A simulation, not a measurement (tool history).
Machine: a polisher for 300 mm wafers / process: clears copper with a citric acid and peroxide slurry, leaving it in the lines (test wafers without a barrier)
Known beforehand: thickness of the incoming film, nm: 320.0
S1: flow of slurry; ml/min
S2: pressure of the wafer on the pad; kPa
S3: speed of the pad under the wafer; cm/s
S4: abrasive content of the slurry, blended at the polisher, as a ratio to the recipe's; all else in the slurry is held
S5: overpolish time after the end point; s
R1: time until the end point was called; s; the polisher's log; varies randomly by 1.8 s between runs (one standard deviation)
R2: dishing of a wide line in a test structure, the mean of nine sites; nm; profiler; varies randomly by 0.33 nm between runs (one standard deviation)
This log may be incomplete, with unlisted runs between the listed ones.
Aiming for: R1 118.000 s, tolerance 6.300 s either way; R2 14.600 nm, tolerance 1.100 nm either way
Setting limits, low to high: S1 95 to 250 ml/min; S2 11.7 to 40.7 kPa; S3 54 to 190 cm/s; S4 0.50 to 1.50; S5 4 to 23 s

run,day,S1,S2,S3,S4,S5,R1,R2
1,0.000,160,26.2,122,1.00,12,91.541,30.826
2,0.162,160,24.1,122,1.00,10,95.945,25.036
3,0.462,160,28.3,122,1.00,10,88.750,26.892
4,0.808,160,24.8,120,1.00,9,96.060,23.034
5,1.004,175,24.8,120,1.00,9,93.678,22.046
6,1.138,180,22.1,118,1.00,8,100.620,18.638
7,1.317,180,20.0,118,1.00,8,107.940,18.035
8,1.600,175,17.9,116,1.00,6,116.960,12.581

Exercise: of the 5 proposed moves below, exactly one satisfies all targets within the stated allowed misses. Which move is it?
A,1.883,165,26.9,88,1.05,6,?,?
B,1.883,200,19.3,104,1.00,6,?,?
C,1.883,195,13.1,132,1.15,6,?,?
D,1.883,180,19.3,114,0.85,7,?,?
E,1.883,200,18.6,114,1.05,5,?,?

move,R1,R2
A,117.730,11.779
B,121.160,11.427
C,114.660,12.002
D,116.650,13.720
E,111.960,10.345
A: moves away from the targets compared with the last run
B: moves away from the targets compared with the last run
C: moves away from the targets compared with the last run
D: all results land within tolerance of their targets
E: moves away from the targets compared with the last run
Move D is the one to make.
